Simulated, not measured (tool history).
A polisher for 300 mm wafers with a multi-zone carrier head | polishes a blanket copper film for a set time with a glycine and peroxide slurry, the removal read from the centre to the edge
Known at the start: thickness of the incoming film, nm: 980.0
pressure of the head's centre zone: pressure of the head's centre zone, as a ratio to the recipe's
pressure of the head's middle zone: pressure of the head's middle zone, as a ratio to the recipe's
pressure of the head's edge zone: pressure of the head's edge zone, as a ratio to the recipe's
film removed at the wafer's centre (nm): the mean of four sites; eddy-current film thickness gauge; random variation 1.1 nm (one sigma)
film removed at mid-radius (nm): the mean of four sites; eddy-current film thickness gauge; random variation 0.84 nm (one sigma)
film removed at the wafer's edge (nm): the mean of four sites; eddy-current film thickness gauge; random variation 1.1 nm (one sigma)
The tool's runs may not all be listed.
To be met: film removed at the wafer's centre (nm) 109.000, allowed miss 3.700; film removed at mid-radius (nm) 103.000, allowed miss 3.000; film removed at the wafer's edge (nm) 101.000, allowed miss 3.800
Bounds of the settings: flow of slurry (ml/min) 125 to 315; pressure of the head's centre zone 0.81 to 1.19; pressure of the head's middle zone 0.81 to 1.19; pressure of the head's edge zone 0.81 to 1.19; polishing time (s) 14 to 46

run	hour	flow of slurry (ml/min)	pressure of the head's centre zone	pressure of the head's middle zone	pressure of the head's edge zone	polishing time (s)	film removed at the wafer's centre (nm)	film removed at mid-radius (nm)	film removed at the wafer's edge (nm)
1	0.0	205	1.00	1.00	1.00	30	135.100	148.800	144.390
2	7.5	205	1.01	0.98	0.96	28	127.570	138.170	132.350
3	14.4	205	1.01	0.98	0.96	31	143.800	152.950	147.480
4	18.4	205	0.96	0.98	0.96	31	134.810	152.580	144.470
5	25.2	200	0.98	0.95	0.93	29	129.720	139.370	135.270
6	26.8	200	0.98	0.88	0.93	29	127.640	130.380	134.740
7	34.5	190	1.06	0.87	0.83	21	99.188	92.214	91.868
# hour 36.6: centre zone pressure recalibrated
8	36.6	205	1.06	0.88	0.85	21	110.430	93.914	94.871
9	44.1	205	1.06	0.88	0.85	21	112.490	93.264	95.210
10	52.0	205	1.05	0.90	0.86	21	112.580	95.626	94.080
11	57.9	200	1.04	0.91	0.88	21	110.050	96.213	96.670
12	62.8	200	1.03	0.92	0.89	21	108.240	95.859	96.200
13	68.8	200	1.02	0.93	0.90	21	105.870	100.230	96.244
14	72.0	200	1.02	0.93	0.91	21	107.850	97.878	97.709
15	76.1	200	1.01	0.94	0.92	21	106.870	97.288	97.345

Which of these 5 next moves meets every target?
A	80.2	190	0.96	0.99	1.03	21	?	?	?
B	80.2	140	0.98	0.92	0.85	24	?	?	?
C	80.2	230	1.07	0.92	0.92	21	?	?	?
D	80.2	165	0.88	0.92	0.88	23	?	?	?
E	80.2	250	1.06	1.14	1.05	18	?	?	?

move	film removed at the wafer's centre (nm)	film removed at mid-radius (nm)	film removed at the wafer's edge (nm)
A	101.440	101.530	102.770
B	110.100	102.610	103.250
C	115.540	98.216	99.833
D	99.760	101.980	103.050
E	99.516	102.020	91.345
A: brings the result that was furthest off to its target, and leaves another outside
B: meets every target
C: nearer than the last run, and not there yet
D: brings the result that was furthest off to its target, and leaves another outside
E: brings the result that was furthest off to its target, and leaves another outside
The right move is B.

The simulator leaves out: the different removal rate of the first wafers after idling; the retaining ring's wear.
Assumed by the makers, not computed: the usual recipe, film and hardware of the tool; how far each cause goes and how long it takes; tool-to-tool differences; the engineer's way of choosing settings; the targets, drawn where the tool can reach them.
